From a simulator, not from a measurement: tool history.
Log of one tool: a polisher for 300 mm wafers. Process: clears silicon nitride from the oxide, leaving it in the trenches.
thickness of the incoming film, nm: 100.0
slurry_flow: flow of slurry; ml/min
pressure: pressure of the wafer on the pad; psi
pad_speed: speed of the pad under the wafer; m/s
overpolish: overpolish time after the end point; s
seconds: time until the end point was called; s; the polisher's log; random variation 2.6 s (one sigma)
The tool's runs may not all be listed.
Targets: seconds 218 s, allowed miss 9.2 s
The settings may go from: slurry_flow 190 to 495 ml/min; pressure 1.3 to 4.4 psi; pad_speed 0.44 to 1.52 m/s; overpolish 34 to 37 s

run 1 hour=0 | slurry_flow=320 pressure=2.8 pad_speed=0.98 overpolish=34 | seconds=126.44
run 2 hour=2.7 | slurry_flow=320 pressure=3.4 pad_speed=0.98 overpolish=34 | seconds=105.73
run 3 hour=6.7 | slurry_flow=320 pressure=2.9 pad_speed=0.98 overpolish=34 | seconds=124.75
run 4 hour=15.7 | slurry_flow=320 pressure=2.7 pad_speed=0.98 overpolish=34 | seconds=131.15
run 5 hour=21.5 | slurry_flow=320 pressure=3 pad_speed=0.98 overpolish=34 | seconds=120.9
run 6 hour=30.1 | slurry_flow=320 pressure=3 pad_speed=0.98 overpolish=37 | seconds=118.97
run 7 hour=35.1 | slurry_flow=320 pressure=2.8 pad_speed=0.96 overpolish=37 | seconds=127.27
run 8 hour=43.9 | slurry_flow=320 pressure=2.6 pad_speed=0.94 overpolish=37 | seconds=142.81
run 9 hour=49.9 | slurry_flow=320 pressure=2.4 pad_speed=0.94 overpolish=37 | seconds=153
run 10 hour=53.7 | slurry_flow=320 pressure=2.3 pad_speed=0.94 overpolish=37 | seconds=160.37
run 11 hour=58.2 | slurry_flow=320 pressure=2.2 pad_speed=0.94 overpolish=37 | seconds=165.74
run 12 hour=67.1 | slurry_flow=320 pressure=2.1 pad_speed=0.94 overpolish=37 | seconds=176.34
run 13 hour=75.2 | slurry_flow=320 pressure=2 pad_speed=0.94 overpolish=37 | seconds=180.57
run 14 hour=80.9 | slurry_flow=320 pressure=1.9 pad_speed=0.94 overpolish=37 | seconds=188.88

5 next moves are on the table. One of them brings every result within its allowed miss. Which?
run A hour=86.6 | slurry_flow=275 pressure=1.9 pad_speed=0.94 overpolish=37 | seconds=?
run B hour=86.6 | slurry_flow=285 pressure=2.1 pad_speed=0.86 overpolish=34 | seconds=?
run C hour=86.6 | slurry_flow=325 pressure=2 pad_speed=0.86 overpolish=37 | seconds=?
run D hour=86.6 | slurry_flow=240 pressure=1.5 pad_speed=1.08 overpolish=34 | seconds=?
run E hour=86.6 | slurry_flow=340 pressure=1.8 pad_speed=0.94 overpolish=35 | seconds=?

move=A seconds=195.54
move=B seconds=193.07
move=C seconds=200.32
move=D seconds=216.44
move=E seconds=202.64
A: nearer than the last run, and not there yet
B: nearer than the last run, and not there yet
C: nearer than the last run, and not there yet
D: meets every target
E: nearer than the last run, and not there yet
Move D is the one to make.
